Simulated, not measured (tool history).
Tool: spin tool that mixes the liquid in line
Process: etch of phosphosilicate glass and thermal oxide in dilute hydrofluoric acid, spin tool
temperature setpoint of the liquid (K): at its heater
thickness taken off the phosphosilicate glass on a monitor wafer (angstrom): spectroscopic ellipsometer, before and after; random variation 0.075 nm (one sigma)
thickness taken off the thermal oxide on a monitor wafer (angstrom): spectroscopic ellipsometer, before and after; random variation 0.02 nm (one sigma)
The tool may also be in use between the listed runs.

run    day  temperature setpoint of the liquid (K)  parts of water to one part of 49 % hydrofluoric acid (parts by volume)  time under the liquid (s)  thickness taken off the phosphosilicate glass on a monitor wafer (angstrom)  thickness taken off the thermal oxide on a monitor wafer (angstrom)
  1  0.000                                  294.15                                                                     215                         40                                                                      240.320                                                               6.3635
  2  0.288                                  293.65                                                                     225                         40                                                                      224.450                                                               6.5965
  3  0.658                                  293.65                                                                     225                         25                                                                      137.410                                                               3.5371
  4  0.908                                  293.15                                                                     225                         25                                                                      137.580                                                               4.2753
  5  1.108                                  293.15                                                                     285                         25                                                                      102.060                                                               2.8858
  6  1.304                                  290.65                                                                     285                         25                                                                       92.513                                                               2.6556
  7  1.671                                  291.65                                                                     285                         25                                                                       96.649                                                               2.5574
  8  2.033                                  292.65                                                                     285                         25                                                                      101.240                                                               2.9581
  9  2.379                                  293.15                                                                     285                         25                                                                      102.280                                                               3.0716
 10  2.562                                  293.65                                                                     285                         25                                                                      103.430                                                               2.9144
 11  2.888                                  294.15                                                                     285                         25                                                                      105.670                                                               2.9300
 12  3.050                                  294.65                                                                     285                         25                                                                      107.200                                                               2.9016
 13  3.146                                  295.15                                                                     285                         25                                                                      108.490                                                               3.1292

Run 14 comes next. What will it give?
 14  3.358                                  295.65                                                                     285                         25                                                                            ?                                                                    ?

Run 14 gave thickness taken off the phosphosilicate glass on a monitor wafer (angstrom) 110.710, thickness taken off the thermal oxide on a monitor wafer (angstrom) 3.0578.
